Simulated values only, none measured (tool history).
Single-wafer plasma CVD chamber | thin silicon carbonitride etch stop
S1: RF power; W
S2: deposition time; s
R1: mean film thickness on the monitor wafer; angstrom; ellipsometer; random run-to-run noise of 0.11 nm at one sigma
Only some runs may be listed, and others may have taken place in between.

run    day   S1    S2      R1
  1      0  235    28  160.95
  2  0.079  235  30.8  176.95
  3  0.446  240  30.9  177.24
  4  0.725  245  31.1  180.99
  5  0.808  245  34.7  201.07
  6  0.975  230  34.7  197.41
  7  1.183  230  34.6  197.33
  8  1.521  230  34.5  196.63
  9  1.696  230  34.4  196.43
 10  1.808  230  34.3  195.41

Expected results for the next run?
 11  1.829  230  34.3   ?

Run 11 came out at R1 193.8 angstrom.
